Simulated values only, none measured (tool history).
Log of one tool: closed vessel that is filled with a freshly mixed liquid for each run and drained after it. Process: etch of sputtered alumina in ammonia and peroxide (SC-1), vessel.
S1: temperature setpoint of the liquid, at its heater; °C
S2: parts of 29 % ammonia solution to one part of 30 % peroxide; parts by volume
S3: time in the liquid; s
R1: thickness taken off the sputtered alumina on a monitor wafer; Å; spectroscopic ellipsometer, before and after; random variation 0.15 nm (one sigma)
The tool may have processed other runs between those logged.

Run 1, day 0.000: S1 54.0 °C, S2 0.95 parts by volume, S3 400 s. Result: R1 182.60 Å.
Run 2, day 0.325: S1 54.0 °C, S2 0.95 parts by volume, S3 315 s. Result: R1 143.29 Å.
Run 3, day 0.571: S1 56.0 °C, S2 0.95 parts by volume, S3 315 s. Result: R1 158.99 Å.
Run 4, day 0.900: S1 58.0 °C, S2 0.95 parts by volume, S3 315 s. Result: R1 176.94 Å.
Run 5, day 1.258: S1 59.5 °C, S2 0.95 parts by volume, S3 315 s. Result: R1 189.51 Å.
Run 6, day 1.396: S1 60.5 °C, S2 0.95 parts by volume, S3 315 s. Result: R1 201.09 Å.

Expected results for the next run?
Run 7, day 1.438: S1 61.0 °C, S2 0.95 parts by volume, S3 315 s. Result: R1 ?.

{"run 7": {"R1": 205.33}}
